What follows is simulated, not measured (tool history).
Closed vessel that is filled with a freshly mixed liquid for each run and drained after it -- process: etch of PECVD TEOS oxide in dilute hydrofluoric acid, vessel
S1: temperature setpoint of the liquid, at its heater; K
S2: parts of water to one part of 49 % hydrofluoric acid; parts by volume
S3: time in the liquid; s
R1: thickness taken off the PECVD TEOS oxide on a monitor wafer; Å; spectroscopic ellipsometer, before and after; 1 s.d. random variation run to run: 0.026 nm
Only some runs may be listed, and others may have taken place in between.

| run | hour | S1 | S2 | S3 | R1 |
|---|---|---|---|---|---|
| 1 | 0 | 298.15 | 220 | 155 | 55.349 |
| 2 | 2.6 | 297.15 | 220 | 155 | 53.358 |
| 3 | 10.8 | 296.15 | 220 | 155 | 51.025 |
| 4 | 13 | 296.15 | 170 | 155 | 69.719 |
| 5 | 19.1 | 295.15 | 180 | 155 | 63.006 |
| 6 | 27.9 | 294.15 | 185 | 155 | 59.006 |
| 7 | 33.5 | 293.65 | 190 | 155 | 55.668 |

Run 8, settings as shown, results not yet in. Your forecast:
| 8 | 42.8 | 293.15 | 195 | 155 | ? |

{"run 8": {"R1": 52.599}}
